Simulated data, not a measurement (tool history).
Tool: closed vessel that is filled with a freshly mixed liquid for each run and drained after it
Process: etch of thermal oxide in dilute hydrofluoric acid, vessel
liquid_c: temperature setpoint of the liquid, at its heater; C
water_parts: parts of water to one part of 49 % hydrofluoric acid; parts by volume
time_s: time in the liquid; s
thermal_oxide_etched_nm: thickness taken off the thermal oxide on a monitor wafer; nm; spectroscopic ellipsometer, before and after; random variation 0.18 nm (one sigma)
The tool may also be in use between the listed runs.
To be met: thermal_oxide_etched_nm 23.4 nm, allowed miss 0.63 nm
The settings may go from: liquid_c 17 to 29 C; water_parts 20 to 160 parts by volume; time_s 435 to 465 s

run  hour  liquid_c  water_parts  time_s  thermal_oxide_etched_nm
  1     0        21           90     435                   20.515
  2   3.6        21           90     435                   20.165
  3   8.6      21.5           90     435                   21.121
  4  13.7        22           90     435                   21.191
  5  14.6        22           75     435                   26.164
  6  22.6      21.5           75     435                   25.672
  7  26.8      21.5           75     435                   25.428
  8  29.6        21           75     435                   25.161
  9  30.1      20.5           75     435                   24.288
 10  31.8        20           75     435                   24.165

Which of these 4 next moves meets every target?
  A  33.5      19.5           80     460                        ?
  B  33.5      17.5           70     465                        ?
  C  33.5        21           75     435                        ?
  D  33.5        19           75     465                        ?

move  thermal_oxide_etched_nm
   A                   23.349
   B                   25.067
   C                   25.215
   D                   24.795
A: meets every target
B: further off than the last run
C: further off than the last run
D: further off than the last run
Answer: A

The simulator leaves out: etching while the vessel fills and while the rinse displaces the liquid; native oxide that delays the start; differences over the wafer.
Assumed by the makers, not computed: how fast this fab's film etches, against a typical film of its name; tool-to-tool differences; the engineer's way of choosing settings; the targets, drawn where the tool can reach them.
